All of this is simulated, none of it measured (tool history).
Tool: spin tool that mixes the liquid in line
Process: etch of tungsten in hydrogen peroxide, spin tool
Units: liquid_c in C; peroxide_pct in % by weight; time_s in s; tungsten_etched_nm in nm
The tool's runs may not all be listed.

{"run": 1, "day": 0.0, "liquid_c": 51.0, "peroxide_pct": 22, "time_s": 15, "tungsten_etched_nm": 15.785}
{"run": 2, "day": 0.083, "liquid_c": 51.0, "peroxide_pct": 22, "time_s": 15, "tungsten_etched_nm": 16.074}
{"run": 3, "day": 0.371, "liquid_c": 51.0, "peroxide_pct": 25, "time_s": 15, "tungsten_etched_nm": 16.777}
{"run": 4, "day": 0.508, "liquid_c": 49.0, "peroxide_pct": 25, "time_s": 15, "tungsten_etched_nm": 14.714}
{"run": 5, "day": 0.808, "liquid_c": 49.0, "peroxide_pct": 25, "time_s": 15, "tungsten_etched_nm": 14.973}
{"run": 6, "day": 1.175, "liquid_c": 48.0, "peroxide_pct": 25, "time_s": 15, "tungsten_etched_nm": 14.164}
{"run": 7, "day": 1.454, "liquid_c": 47.0, "peroxide_pct": 25, "time_s": 15, "tungsten_etched_nm": 13.059}

Run 8 comes next. What will it give?
{"run": 8, "day": 1.562, "liquid_c": 46.5, "peroxide_pct": 25, "time_s": 15, "tungsten_etched_nm": "?"}

tungsten_etched_nm: 12.797 nm

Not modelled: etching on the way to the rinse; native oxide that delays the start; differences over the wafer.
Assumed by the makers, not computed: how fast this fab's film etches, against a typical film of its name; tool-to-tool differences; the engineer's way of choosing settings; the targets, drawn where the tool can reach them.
